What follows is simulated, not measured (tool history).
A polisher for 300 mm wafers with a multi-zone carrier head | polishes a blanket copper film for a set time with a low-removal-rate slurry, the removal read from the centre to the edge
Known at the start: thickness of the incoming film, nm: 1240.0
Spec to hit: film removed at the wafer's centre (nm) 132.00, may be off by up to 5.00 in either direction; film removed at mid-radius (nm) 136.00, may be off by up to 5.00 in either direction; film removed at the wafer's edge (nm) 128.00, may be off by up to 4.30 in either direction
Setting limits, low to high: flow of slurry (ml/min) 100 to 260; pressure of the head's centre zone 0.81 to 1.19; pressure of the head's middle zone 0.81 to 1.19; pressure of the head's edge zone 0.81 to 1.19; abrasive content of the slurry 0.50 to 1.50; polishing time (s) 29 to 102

| run | hour | flow of slurry (ml/min) | pressure of the head's centre zone | pressure of the head's middle zone | pressure of the head's edge zone | abrasive content of the slurry | polishing time (s) | film removed at the wafer's centre (nm) | film removed at mid-radius (nm) | film removed at the wafer's edge (nm) |
|---|---|---|---|---|---|---|---|---|---|---|
| 1 | 0.0 | 165 | 1.00 | 1.00 | 1.00 | 1.00 | 65 | 197.14 | 202.89 | 207.29 |
| 2 | 2.0 | 165 | 1.00 | 1.00 | 0.97 | 0.90 | 61 | 180.68 | 185.19 | 184.79 |
| 3 | 5.6 | 160 | 0.99 | 0.99 | 0.94 | 0.80 | 59 | 164.55 | 173.41 | 170.48 |
| 4 | 9.4 | 160 | 1.00 | 0.98 | 0.92 | 0.75 | 57 | 162.08 | 159.70 | 159.60 |
|  | 9.9 | worn pad replaced by a new one |
| 5 | 9.9 | 155 | 0.99 | 0.98 | 0.90 | 0.70 | 56 | 167.56 | 171.75 | 169.05 |
| 6 | 18.0 | 160 | 1.01 | 1.01 | 0.94 | 0.65 | 54 | 162.03 | 166.54 | 164.12 |
| 7 | 18.8 | 170 | 1.00 | 1.00 | 0.91 | 0.65 | 52 | 158.93 | 162.23 | 156.72 |
| 8 | 22.5 | 170 | 0.99 | 0.99 | 0.89 | 0.65 | 50 | 151.44 | 153.77 | 148.38 |
| 9 | 25.6 | 175 | 0.98 | 0.98 | 0.88 | 0.65 | 49 | 145.47 | 155.53 | 146.91 |
| 10 | 26.3 | 175 | 0.98 | 0.98 | 0.88 | 0.65 | 49 | 146.86 | 152.47 | 148.17 |
| 11 | 31.1 | 175 | 0.98 | 0.98 | 0.87 | 0.65 | 47 | 142.29 | 146.66 | 140.43 |
| 12 | 38.4 | 125 | 0.97 | 0.97 | 0.81 | 0.55 | 47 | 124.25 | 128.41 | 124.59 |
| 13 | 39.9 | 125 | 0.97 | 0.97 | 0.81 | 0.55 | 47 | 123.89 | 126.88 | 126.35 |
| 14 | 46.0 | 130 | 0.97 | 0.98 | 0.81 | 0.55 | 47 | 123.09 | 130.48 | 124.79 |
| 15 | 48.7 | 160 | 1.01 | 0.98 | 0.83 | 0.60 | 47 | 140.35 | 139.89 | 131.31 |

5 candidate next runs follow, results not yet known. Just one meets every target within its allowed miss. Identify it.
| A | 51.4 | 175 | 1.01 | 1.01 | 0.87 | 0.55 | 45 | ? | ? | ? |
| B | 51.4 | 125 | 1.04 | 0.94 | 0.86 | 0.50 | 53 | ? | ? | ? |
| C | 51.4 | 170 | 1.10 | 1.07 | 0.82 | 0.65 | 44 | ? | ? | ? |
| D | 51.4 | 195 | 1.11 | 1.11 | 0.81 | 0.65 | 43 | ? | ? | ? |
| E | 51.4 | 130 | 1.06 | 1.04 | 0.87 | 0.55 | 50 | ? | ? | ? |

| move | film removed at the wafer's centre (nm) | film removed at mid-radius (nm) | film removed at the wafer's edge (nm) |
|---|---|---|---|
| A | 129.96 | 136.60 | 129.30 |
| B | 142.97 | 138.50 | 141.30 |
| C | 144.42 | 146.25 | 129.23 |
| D | 145.84 | 150.60 | 127.63 |
| E | 142.75 | 147.44 | 138.20 |
A: all results land within tolerance of their targets
B: misses by more than the last run did
C: misses by more than the last run did
D: misses by more than the last run did
E: misses by more than the last run did
So the answer is move A, the one that meets all the targets.
